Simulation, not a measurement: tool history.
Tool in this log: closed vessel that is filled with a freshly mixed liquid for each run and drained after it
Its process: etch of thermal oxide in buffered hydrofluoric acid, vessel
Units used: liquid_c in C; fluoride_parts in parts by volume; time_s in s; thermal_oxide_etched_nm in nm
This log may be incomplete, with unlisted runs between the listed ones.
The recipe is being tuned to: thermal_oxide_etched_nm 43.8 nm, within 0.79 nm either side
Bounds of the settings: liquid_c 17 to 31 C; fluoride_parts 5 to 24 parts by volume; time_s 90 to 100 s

run 1 hour=0 | liquid_c=23 fluoride_parts=14.5 time_s=90 | thermal_oxide_etched_nm=66.398
run 2 hour=4 | liquid_c=23 fluoride_parts=14.5 time_s=100 | thermal_oxide_etched_nm=73.2
run 3 hour=11.6 | liquid_c=23 fluoride_parts=14.5 time_s=100 | thermal_oxide_etched_nm=73.384
run 4 hour=20.2 | liquid_c=23 fluoride_parts=14.5 time_s=90 | thermal_oxide_etched_nm=65.637
run 5 hour=22.3 | liquid_c=21.5 fluoride_parts=15 time_s=90 | thermal_oxide_etched_nm=58.192
run 6 hour=30.4 | liquid_c=21.5 fluoride_parts=15 time_s=100 | thermal_oxide_etched_nm=65.388
run 7 hour=39.1 | liquid_c=20 fluoride_parts=15.5 time_s=100 | thermal_oxide_etched_nm=57.866
run 8 hour=46.5 | liquid_c=19 fluoride_parts=16 time_s=100 | thermal_oxide_etched_nm=52.94
run 9 hour=51.6 | liquid_c=18.5 fluoride_parts=16.5 time_s=100 | thermal_oxide_etched_nm=50.261

Which of these 4 next moves meets every target?
run A hour=56.7 | liquid_c=19 fluoride_parts=19.5 time_s=95 | thermal_oxide_etched_nm=?
run B hour=56.7 | liquid_c=17.5 fluoride_parts=16.5 time_s=95 | thermal_oxide_etched_nm=?
run C hour=56.7 | liquid_c=17 fluoride_parts=15.5 time_s=95 | thermal_oxide_etched_nm=?
run D hour=56.7 | liquid_c=19 fluoride_parts=17.5 time_s=90 | thermal_oxide_etched_nm=?

move=A thermal_oxide_etched_nm=41.632
move=B thermal_oxide_etched_nm=45.092
move=C thermal_oxide_etched_nm=46.608
move=D thermal_oxide_etched_nm=43.891
A: moves the result that the last run missed by most past its target, out the other side
B: closer than the last run, but not yet in spec
C: closer than the last run, but not yet in spec
D: all results land within tolerance of their targets
D is the move that brings every result within its allowed miss.

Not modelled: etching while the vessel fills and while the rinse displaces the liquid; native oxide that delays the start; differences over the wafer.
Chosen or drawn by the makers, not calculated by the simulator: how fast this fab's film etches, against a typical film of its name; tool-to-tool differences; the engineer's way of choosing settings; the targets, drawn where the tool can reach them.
